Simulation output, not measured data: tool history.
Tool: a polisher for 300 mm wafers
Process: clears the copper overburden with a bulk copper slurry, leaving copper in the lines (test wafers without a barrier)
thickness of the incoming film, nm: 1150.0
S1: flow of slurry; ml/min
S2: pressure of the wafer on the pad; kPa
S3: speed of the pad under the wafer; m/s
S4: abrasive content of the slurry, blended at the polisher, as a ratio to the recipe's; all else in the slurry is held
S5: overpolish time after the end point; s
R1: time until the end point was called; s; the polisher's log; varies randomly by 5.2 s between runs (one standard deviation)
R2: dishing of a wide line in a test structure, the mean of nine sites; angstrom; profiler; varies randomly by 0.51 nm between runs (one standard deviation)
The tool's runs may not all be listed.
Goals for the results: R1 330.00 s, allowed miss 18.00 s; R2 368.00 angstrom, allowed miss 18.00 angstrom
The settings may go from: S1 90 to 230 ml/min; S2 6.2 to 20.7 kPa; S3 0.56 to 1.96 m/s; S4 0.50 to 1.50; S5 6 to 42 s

| run | hour | S1 | S2 | S3 | S4 | S5 | R1 | R2 |
|---|---|---|---|---|---|---|---|---|
| 1 | 0.0 | 150 | 13.1 | 1.26 | 1.00 | 21 | 214.99 | 365.44 |
| 2 | 1.7 | 150 | 12.4 | 1.24 | 1.00 | 24 | 231.20 | 366.94 |
| 3 | 2.9 | 150 | 11.7 | 1.22 | 1.00 | 26 | 249.34 | 364.29 |
| 4 | 5.5 | 150 | 10.3 | 1.22 | 1.00 | 26 | 286.74 | 336.87 |
| 5 | 8.7 | 150 | 10.3 | 1.20 | 1.00 | 28 | 288.49 | 341.77 |
| 6 | 17.7 | 150 | 10.3 | 1.18 | 1.00 | 30 | 284.43 | 347.07 |
| 7 | 25.9 | 150 | 10.3 | 1.14 | 1.00 | 32 | 305.97 | 348.96 |
| 8 | 29.9 | 150 | 10.3 | 1.14 | 1.00 | 34 | 297.18 | 356.67 |
| 9 | 33.7 | 150 | 10.3 | 1.12 | 1.00 | 35 | 306.07 | 357.22 |
| 10 | 42.1 | 150 | 10.3 | 1.12 | 1.00 | 35 | 304.05 | 345.70 |

Consider the 5 candidate settings below. Which is the only one whose results all fall within their allowed miss of target?
| A | 50.5 | 155 | 11.7 | 1.04 | 1.10 | 38 | ? | ? |
| B | 50.5 | 125 | 11.0 | 1.00 | 1.00 | 42 | ? | ? |
| C | 50.5 | 120 | 7.6 | 1.32 | 0.70 | 37 | ? | ? |
| D | 50.5 | 125 | 9.7 | 0.98 | 1.15 | 32 | ? | ? |
| E | 50.5 | 135 | 7.6 | 1.28 | 0.75 | 34 | ? | ? |

| move | R1 | R2 |
|---|---|---|
| A | 288.22 | 363.22 |
| B | 337.80 | 356.34 |
| C | 394.52 | 315.38 |
| D | 377.91 | 323.57 |
| E | 390.19 | 310.77 |
A: misses by more than the last run did
B: all results land within tolerance of their targets
C: moves the result that the last run missed by most past its target, out the other side
D: moves the result that the last run missed by most past its target, out the other side
E: moves the result that the last run missed by most past its target, out the other side
B meets every target.
